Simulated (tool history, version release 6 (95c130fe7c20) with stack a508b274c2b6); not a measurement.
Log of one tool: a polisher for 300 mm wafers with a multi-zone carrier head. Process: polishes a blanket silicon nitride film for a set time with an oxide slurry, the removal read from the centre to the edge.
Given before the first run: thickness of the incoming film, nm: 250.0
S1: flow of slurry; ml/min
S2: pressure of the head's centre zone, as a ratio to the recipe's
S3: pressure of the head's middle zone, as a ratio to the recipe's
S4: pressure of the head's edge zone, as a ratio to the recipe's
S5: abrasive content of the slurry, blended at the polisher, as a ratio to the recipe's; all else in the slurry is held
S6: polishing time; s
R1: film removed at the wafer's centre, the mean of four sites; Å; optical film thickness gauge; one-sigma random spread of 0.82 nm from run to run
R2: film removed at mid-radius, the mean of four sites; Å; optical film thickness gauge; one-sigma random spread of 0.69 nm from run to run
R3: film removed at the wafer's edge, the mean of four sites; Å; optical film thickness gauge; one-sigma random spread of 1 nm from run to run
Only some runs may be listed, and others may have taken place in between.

| run | hour | S1 | S2 | S3 | S4 | S5 | S6 | R1 | R2 | R3 |
|---|---|---|---|---|---|---|---|---|---|---|
| 1 | 0 | 290 | 1 | 1 | 1 | 1 | 74 | 692.27 | 695.95 | 689.13 |
| 2 | 2.7 | 290 | 0.98 | 0.99 | 1.03 | 1.1 | 74 | 708.33 | 708.49 | 718.5 |
| 3 | 10.8 | 285 | 0.95 | 0.98 | 1.06 | 1.2 | 75 | 723.62 | 738.96 | 754.25 |
| 4 | 12.3 | 285 | 0.88 | 0.98 | 1.06 | 1.2 | 75 | 649.58 | 740.94 | 763.39 |
| 5 | 12.9 | 290 | 0.87 | 0.97 | 1.08 | 1.25 | 76 | 682.94 | 755.14 | 787.65 |
| 6 | 18.7 | 290 | 0.87 | 0.97 | 1.13 | 1.25 | 76 | 673.27 | 758.29 | 799.39 |
| 7 | 21.7 | 290 | 0.86 | 0.96 | 1.14 | 1.3 | 77 | 689.4 | 766.26 | 848.44 |
| 8 | 30 | 295 | 0.86 | 0.96 | 1.15 | 1.3 | 77 | 692.54 | 780.02 | 848.24 |

Forecast run 9:
| 9 | 35.9 | 300 | 0.86 | 0.95 | 1.16 | 1.3 | 77 | ? | ? | ? |

Run 9 gave R1 695.86 Å, R2 767.74 Å, R3 839.15 Å.

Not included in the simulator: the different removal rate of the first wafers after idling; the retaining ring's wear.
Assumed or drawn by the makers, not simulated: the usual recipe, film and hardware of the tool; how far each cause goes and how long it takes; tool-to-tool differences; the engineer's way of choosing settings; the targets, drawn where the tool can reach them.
